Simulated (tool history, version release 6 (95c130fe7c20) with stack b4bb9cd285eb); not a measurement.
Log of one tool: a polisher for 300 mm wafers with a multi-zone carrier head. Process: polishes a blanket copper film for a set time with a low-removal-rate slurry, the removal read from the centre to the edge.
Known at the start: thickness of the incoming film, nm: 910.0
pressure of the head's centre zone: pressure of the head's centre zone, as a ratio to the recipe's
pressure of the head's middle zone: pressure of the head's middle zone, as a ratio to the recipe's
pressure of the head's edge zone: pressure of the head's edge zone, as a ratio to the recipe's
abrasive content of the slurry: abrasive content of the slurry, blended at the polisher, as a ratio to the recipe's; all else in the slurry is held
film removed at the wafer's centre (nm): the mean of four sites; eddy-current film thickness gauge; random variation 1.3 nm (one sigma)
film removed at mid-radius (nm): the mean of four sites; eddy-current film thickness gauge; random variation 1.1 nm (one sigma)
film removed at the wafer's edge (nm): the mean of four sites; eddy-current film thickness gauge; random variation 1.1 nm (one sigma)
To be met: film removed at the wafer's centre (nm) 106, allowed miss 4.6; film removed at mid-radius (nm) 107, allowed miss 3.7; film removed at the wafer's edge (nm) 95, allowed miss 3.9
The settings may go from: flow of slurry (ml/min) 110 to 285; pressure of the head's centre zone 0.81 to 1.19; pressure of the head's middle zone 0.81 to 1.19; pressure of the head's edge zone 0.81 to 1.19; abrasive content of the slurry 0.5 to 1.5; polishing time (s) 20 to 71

| run | day | flow of slurry (ml/min) | pressure of the head's centre zone | pressure of the head's middle zone | pressure of the head's edge zone | abrasive content of the slurry | polishing time (s) | film removed at the wafer's centre (nm) | film removed at mid-radius (nm) | film removed at the wafer's edge (nm) |
|---|---|---|---|---|---|---|---|---|---|---|
| 1 | 0 | 180 | 1 | 1 | 1 | 1 | 45 | 196.04 | 194.36 | 182.65 |
| 2 | 0.15 | 175 | 0.99 | 1 | 0.96 | 0.85 | 39 | 158.7 | 159.46 | 148.5 |
| 3 | 0.508 | 175 | 0.99 | 1 | 0.96 | 0.7 | 39 | 150.77 | 149.98 | 140.52 |
| 4 | 0.558 | 175 | 0.95 | 1 | 0.96 | 0.7 | 39 | 145.82 | 146.99 | 142.51 |
| 5 | 0.867 | 175 | 0.95 | 1 | 0.96 | 0.5 | 39 | 132.24 | 136.31 | 128.75 |
| 6 | 1.208 | 130 | 0.95 | 1 | 0.96 | 0.5 | 39 | 123.04 | 130.57 | 123.85 |
| 7 | 1.542 | 130 | 0.97 | 1 | 0.93 | 0.5 | 36 | 115.14 | 117.76 | 111.49 |
| 8 | 1.792 | 125 | 0.98 | 1.01 | 0.9 | 0.5 | 35 | 113.6 | 113.04 | 107.68 |
| 9 | 2.1 | 125 | 0.99 | 1.04 | 0.88 | 0.5 | 34 | 111.24 | 112.83 | 102.96 |
| 10 | 2.15 | 125 | 0.99 | 1.05 | 0.86 | 0.5 | 34 | 111.13 | 114.74 | 103.98 |
| 11 | 2.262 | 125 | 1 | 1.06 | 0.85 | 0.5 | 33 | 110.38 | 114.1 | 99.099 |
| 12 | 2.567 | 120 | 1 | 1.05 | 0.84 | 0.5 | 33 | 109.46 | 112.2 | 96.245 |

Which of these 4 next moves meets every target?
| A | 2.871 | 165 | 0.98 | 1.09 | 0.89 | 0.5 | 27 | ? | ? | ? |
| B | 2.871 | 215 | 1.01 | 1.05 | 0.93 | 0.5 | 29 | ? | ? | ? |
| C | 2.871 | 125 | 1.09 | 1.13 | 0.86 | 0.65 | 27 | ? | ? | ? |
| D | 2.871 | 135 | 1.03 | 1.03 | 0.82 | 0.55 | 28 | ? | ? | ? |

| move | film removed at the wafer's centre (nm) | film removed at mid-radius (nm) | film removed at the wafer's edge (nm) |
|---|---|---|---|
| A | 93.58 | 98.457 | 86.997 |
| B | 108.08 | 106.36 | 98.048 |
| C | 106.63 | 104.55 | 89.482 |
| D | 101.01 | 96.787 | 87.539 |
A: takes the result that was furthest off past its target
B: meets every target
C: brings the result that was furthest off to its target, and leaves another outside
D: takes the result that was furthest off past its target
Answer: B
